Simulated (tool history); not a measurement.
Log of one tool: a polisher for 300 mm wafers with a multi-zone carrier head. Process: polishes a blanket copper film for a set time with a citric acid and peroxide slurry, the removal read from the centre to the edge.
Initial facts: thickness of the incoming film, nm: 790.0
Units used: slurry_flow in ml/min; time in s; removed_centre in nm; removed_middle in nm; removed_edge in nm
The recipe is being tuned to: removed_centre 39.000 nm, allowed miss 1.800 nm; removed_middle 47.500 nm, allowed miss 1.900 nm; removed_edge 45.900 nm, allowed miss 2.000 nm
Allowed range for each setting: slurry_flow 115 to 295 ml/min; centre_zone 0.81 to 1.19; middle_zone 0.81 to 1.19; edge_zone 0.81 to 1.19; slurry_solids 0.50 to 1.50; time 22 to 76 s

run,hour,slurry_flow,centre_zone,middle_zone,edge_zone,slurry_solids,time,removed_centre,removed_middle,removed_edge
1,0.0,190,1.00,1.00,1.00,1.00,49,74.875,78.832,76.077
2,3.0,190,1.00,1.00,1.00,1.20,49,78.402,81.381,80.697
3,5.3,190,1.00,1.00,1.00,1.30,49,81.598,84.572,84.080
4,6.6,185,0.98,0.99,0.99,1.20,47,76.082,78.155,78.318
5,13.7,185,0.96,1.00,1.00,1.15,44,68.270,72.113,71.387
6,21.3,160,0.96,1.00,1.00,1.15,44,64.253,70.505,68.074
7,25.9,155,0.95,0.99,1.01,1.10,43,62.407,66.489,67.308
8,29.2,150,0.94,0.99,1.01,1.05,42,58.824,62.577,64.574
9,34.6,145,0.93,1.00,1.01,1.00,41,55.677,60.831,62.391
10,38.9,145,0.92,1.01,1.00,0.95,40,52.300,60.077,58.949
11,46.2,135,0.84,0.91,0.91,0.70,37,38.844,44.237,46.420

Which one of the following 4 next-run settings gets every result inside its allowed miss? There is exactly one.
A,53.5,135,0.81,0.92,0.94,0.75,39,?,?,?
B,53.5,115,0.95,0.84,0.93,0.55,39,?,?,?
C,53.5,165,0.90,0.88,1.10,0.60,35,?,?,?
D,53.5,140,0.83,0.96,0.87,0.55,41,?,?,?

move,removed_centre,removed_middle,removed_edge
A,40.666,48.220,50.605
B,39.979,37.679,43.073
C,39.105,39.923,46.398
D,39.020,46.706,45.507
A: the furthest-off result lands on target, but another misses its tolerance
B: its largest miss is bigger than the last run's
C: its largest miss is bigger than the last run's
D: in spec on every target
D is the move that brings every result within its allowed miss.

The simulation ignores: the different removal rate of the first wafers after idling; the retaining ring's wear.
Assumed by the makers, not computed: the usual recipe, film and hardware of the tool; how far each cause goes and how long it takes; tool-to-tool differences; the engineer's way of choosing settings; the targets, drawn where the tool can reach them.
